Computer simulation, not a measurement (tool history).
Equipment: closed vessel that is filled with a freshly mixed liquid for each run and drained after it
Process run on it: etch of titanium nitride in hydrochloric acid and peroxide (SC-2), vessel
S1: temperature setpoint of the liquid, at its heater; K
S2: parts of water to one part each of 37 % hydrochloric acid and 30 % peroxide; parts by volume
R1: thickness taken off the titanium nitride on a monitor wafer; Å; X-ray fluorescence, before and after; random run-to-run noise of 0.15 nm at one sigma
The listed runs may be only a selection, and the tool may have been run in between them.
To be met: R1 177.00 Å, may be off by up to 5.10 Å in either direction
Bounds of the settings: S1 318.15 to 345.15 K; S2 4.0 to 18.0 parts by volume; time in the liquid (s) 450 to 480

Run 1, hour 0.0: S1 334.15 K, S2 10.0 parts by volume, time in the liquid (s) 450. Result: R1 213.02 Å.
Run 2, hour 3.0: S1 334.15 K, S2 10.0 parts by volume, time in the liquid (s) 450. Result: R1 216.93 Å.
Run 3, hour 11.0: S1 331.65 K, S2 10.0 parts by volume, time in the liquid (s) 450. Result: R1 183.72 Å.
Run 4, hour 16.1: S1 331.65 K, S2 10.0 parts by volume, time in the liquid (s) 480. Result: R1 199.82 Å.
Run 5, hour 21.6: S1 331.65 K, S2 7.0 parts by volume, time in the liquid (s) 480. Result: R1 266.08 Å.
Run 6, hour 27.1: S1 329.65 K, S2 7.0 parts by volume, time in the liquid (s) 480. Result: R1 233.29 Å.
At hour 35.9: chemicals flow meter replaced.
Run 7, hour 35.9: S1 328.65 K, S2 7.0 parts by volume, time in the liquid (s) 480. Result: R1 233.06 Å.
Run 8, hour 42.6: S1 327.15 K, S2 7.0 parts by volume, time in the liquid (s) 480. Result: R1 210.34 Å.

Consider the 5 candidate settings below. Which is the only one whose results all fall within their allowed miss of target?
Run A, hour 49.3: S1 327.15 K, S2 7.5 parts by volume, time in the liquid (s) 455. Result: R1 ?.
Run B, hour 49.3: S1 329.15 K, S2 8.5 parts by volume, time in the liquid (s) 450. Result: R1 ?.
Run C, hour 49.3: S1 327.15 K, S2 8.0 parts by volume, time in the liquid (s) 450. Result: R1 ?.
Run D, hour 49.3: S1 320.15 K, S2 4.0 parts by volume, time in the liquid (s) 465. Result: R1 ?.
Run E, hour 49.3: S1 325.65 K, S2 6.5 parts by volume, time in the liquid (s) 450. Result: R1 ?.

move      R1
   A  187.77
   B  191.21
   C  176.42
   D  190.78
   E  188.17
A: nearer the targets than the last run, but a result is still out of spec
B: nearer the targets than the last run, but a result is still out of spec
C: every result lands within tolerance
D: nearer the targets than the last run, but a result is still out of spec
E: nearer the targets than the last run, but a result is still out of spec
The right move is C.
